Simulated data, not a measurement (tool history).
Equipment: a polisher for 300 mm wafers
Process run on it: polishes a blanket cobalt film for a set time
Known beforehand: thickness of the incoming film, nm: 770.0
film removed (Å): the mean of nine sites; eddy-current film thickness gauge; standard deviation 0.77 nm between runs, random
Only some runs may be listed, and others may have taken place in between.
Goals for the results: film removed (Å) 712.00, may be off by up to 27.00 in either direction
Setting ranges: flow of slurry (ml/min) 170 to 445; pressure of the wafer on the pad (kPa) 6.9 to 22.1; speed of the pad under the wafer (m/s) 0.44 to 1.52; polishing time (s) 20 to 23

| run | hour | flow of slurry (ml/min) | pressure of the wafer on the pad (kPa) | speed of the pad under the wafer (m/s) | polishing time (s) | film removed (Å) |
|---|---|---|---|---|---|---|
| 1 | 0.0 | 285 | 14.5 | 0.98 | 23 | 1453.30 |
| 2 | 8.0 | 285 | 13.1 | 0.94 | 23 | 1265.60 |
| 3 | 9.0 | 285 | 10.3 | 0.94 | 23 | 1017.40 |
| 4 | 9.7 | 285 | 9.7 | 0.92 | 23 | 921.65 |
| 5 | 10.9 | 285 | 9.7 | 0.92 | 23 | 938.70 |
| 6 | 13.5 | 225 | 9.7 | 0.92 | 23 | 890.18 |
| 7 | 14.3 | 220 | 9.0 | 0.92 | 23 | 833.23 |
| 8 | 17.3 | 215 | 9.0 | 0.92 | 23 | 827.62 |
| 9 | 26.3 | 210 | 9.0 | 0.92 | 23 | 862.21 |
| 10 | 32.5 | 210 | 8.3 | 0.92 | 23 | 778.46 |
| 11 | 35.9 | 205 | 8.3 | 0.92 | 23 | 794.07 |

Which one of the following 4 next-run settings gets every result inside its allowed miss? There is exactly one.
| A | 39.3 | 195 | 10.3 | 0.64 | 20 | ? |
| B | 39.3 | 170 | 7.6 | 0.82 | 23 | ? |
| C | 39.3 | 175 | 8.3 | 0.94 | 21 | ? |
| D | 39.3 | 200 | 7.6 | 0.90 | 21 | ? |

| move | film removed (Å) |
|---|---|
| A | 665.93 |
| B | 662.57 |
| C | 725.42 |
| D | 656.36 |
A: takes the biggest miss from the last run beyond its target
B: takes the biggest miss from the last run beyond its target
C: hits every target within its allowed miss
D: takes the biggest miss from the last run beyond its target
C is the move that brings every result within its allowed miss.

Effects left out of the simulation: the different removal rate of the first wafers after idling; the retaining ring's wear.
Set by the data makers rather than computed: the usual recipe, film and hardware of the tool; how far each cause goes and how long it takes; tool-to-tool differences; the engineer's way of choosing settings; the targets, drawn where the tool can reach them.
